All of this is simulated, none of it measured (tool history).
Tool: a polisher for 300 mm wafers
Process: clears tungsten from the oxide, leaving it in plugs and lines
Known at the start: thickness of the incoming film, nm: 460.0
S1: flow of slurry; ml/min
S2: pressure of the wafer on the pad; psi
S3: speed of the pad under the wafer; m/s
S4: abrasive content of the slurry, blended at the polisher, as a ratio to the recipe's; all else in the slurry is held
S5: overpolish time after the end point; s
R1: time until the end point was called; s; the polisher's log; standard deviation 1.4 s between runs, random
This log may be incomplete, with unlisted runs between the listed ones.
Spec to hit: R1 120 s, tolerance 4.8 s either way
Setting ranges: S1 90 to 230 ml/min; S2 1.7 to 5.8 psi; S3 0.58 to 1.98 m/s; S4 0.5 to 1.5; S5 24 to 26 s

Run 1, hour 0: S1 150 ml/min, S2 3.7 psi, S3 1.28 m/s, S4 1, S5 24 s. Result: R1 76.894 s.
Run 2, hour 3.4: S1 150 ml/min, S2 3.7 psi, S3 1.28 m/s, S4 0.85, S5 24 s. Result: R1 80.68 s.
Run 3, hour 11.7: S1 150 ml/min, S2 3.4 psi, S3 1.28 m/s, S4 0.85, S5 24 s. Result: R1 86.777 s.
Run 4, hour 13.3: S1 150 ml/min, S2 3.4 psi, S3 1.28 m/s, S4 1.05, S5 24 s. Result: R1 81.567 s.
Run 5, hour 21.9: S1 150 ml/min, S2 3.1 psi, S3 1.28 m/s, S4 1.05, S5 24 s. Result: R1 87.486 s.
Run 6, hour 28.4: S1 150 ml/min, S2 3.1 psi, S3 1.28 m/s, S4 1, S5 24 s. Result: R1 89.079 s.
Run 7, hour 32.5: S1 150 ml/min, S2 2.8 psi, S3 1.28 m/s, S4 1, S5 24 s. Result: R1 97.116 s.
Run 8, hour 36.7: S1 150 ml/min, S2 2.6 psi, S3 1.28 m/s, S4 1, S5 24 s. Result: R1 102.09 s.
Run 9, hour 38.2: S1 140 ml/min, S2 1.9 psi, S3 1.26 m/s, S4 1, S5 24 s. Result: R1 138.43 s.
Run 10, hour 40.2: S1 150 ml/min, S2 1.9 psi, S3 1.26 m/s, S4 1, S5 24 s. Result: R1 137.91 s.
Run 11, hour 44.5: S1 150 ml/min, S2 2 psi, S3 1.26 m/s, S4 1, S5 24 s. Result: R1 130.54 s.
Run 12, hour 47.2: S1 155 ml/min, S2 2 psi, S3 1.26 m/s, S4 1, S5 24 s. Result: R1 128.1 s.
Run 13, hour 52.5: S1 160 ml/min, S2 2 psi, S3 1.26 m/s, S4 1, S5 24 s. Result: R1 128.24 s.
Run 14, hour 61.4: S1 165 ml/min, S2 2 psi, S3 1.26 m/s, S4 1, S5 24 s. Result: R1 125.07 s.
Run 15, hour 69.4: S1 170 ml/min, S2 2 psi, S3 1.26 m/s, S4 1, S5 24 s. Result: R1 126.9 s.

Consider the 4 candidate settings below. Which is the only one whose results all fall within their allowed miss of target?
Run A, hour 77.4: S1 185 ml/min, S2 1.7 psi, S3 1.42 m/s, S4 0.85, S5 24 s. Result: R1 ?.
Run B, hour 77.4: S1 195 ml/min, S2 2.2 psi, S3 1.28 m/s, S4 1.05, S5 24 s. Result: R1 ?.
Run C, hour 77.4: S1 165 ml/min, S2 2.7 psi, S3 0.96 m/s, S4 1.05, S5 24 s. Result: R1 ?.
Run D, hour 77.4: S1 210 ml/min, S2 2.1 psi, S3 1.38 m/s, S4 0.7, S5 26 s. Result: R1 ?.

move      R1
   A  132.21
   B  111.05
   C  127.15
   D  121.64
A: moves away from the targets compared with the last run
B: carries the result that was furthest off beyond its target, to the other side
C: neither nearer nor further off than the last run
D: every result within its allowed miss
The right move is D.
